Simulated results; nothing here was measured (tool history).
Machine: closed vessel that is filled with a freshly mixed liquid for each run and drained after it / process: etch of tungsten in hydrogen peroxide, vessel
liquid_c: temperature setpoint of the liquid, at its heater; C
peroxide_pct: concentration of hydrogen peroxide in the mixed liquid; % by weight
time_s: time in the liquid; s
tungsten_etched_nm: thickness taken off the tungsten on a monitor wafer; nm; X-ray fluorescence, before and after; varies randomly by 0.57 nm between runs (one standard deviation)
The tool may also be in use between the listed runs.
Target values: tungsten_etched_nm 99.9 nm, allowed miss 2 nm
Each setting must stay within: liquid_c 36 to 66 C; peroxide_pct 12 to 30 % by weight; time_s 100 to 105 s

| run | hour | liquid_c | peroxide_pct | time_s | tungsten_etched_nm |
|---|---|---|---|---|---|
| 1 | 0 | 52 | 21.5 | 100 | 144.58 |
| 2 | 8.9 | 52 | 21.5 | 105 | 152.87 |
| 3 | 15.3 | 50 | 21.5 | 105 | 134.1 |
| 4 | 16.3 | 50 | 20 | 105 | 130.65 |
| 5 | 19.1 | 50 | 24.5 | 105 | 141.45 |
| 6 | 23.1 | 50 | 20.5 | 105 | 131.36 |
| 7 | 27.2 | 48.5 | 20.5 | 105 | 119.23 |
| 8 | 32.6 | 47.5 | 20.5 | 105 | 113.59 |
| 9 | 36.3 | 47 | 20.5 | 105 | 109.14 |
| 10 | 39.6 | 46.5 | 20.5 | 105 | 106.16 |
| 11 | 42.8 | 46 | 20.5 | 105 | 102.8 |

Which of these 4 next moves meets every target?
| A | 46 | 47 | 19 | 105 | ? |
| B | 46 | 47 | 17 | 105 | ? |
| C | 46 | 45.5 | 22.5 | 105 | ? |
| D | 46 | 44.5 | 26 | 105 | ? |

| move | tungsten_etched_nm |
|---|---|
| A | 106.02 |
| B | 100.29 |
| C | 105.04 |
| D | 106.02 |
A: further off than the last run
B: all results land within tolerance of their targets
C: further off than the last run
D: further off than the last run
Move B is the one to make.
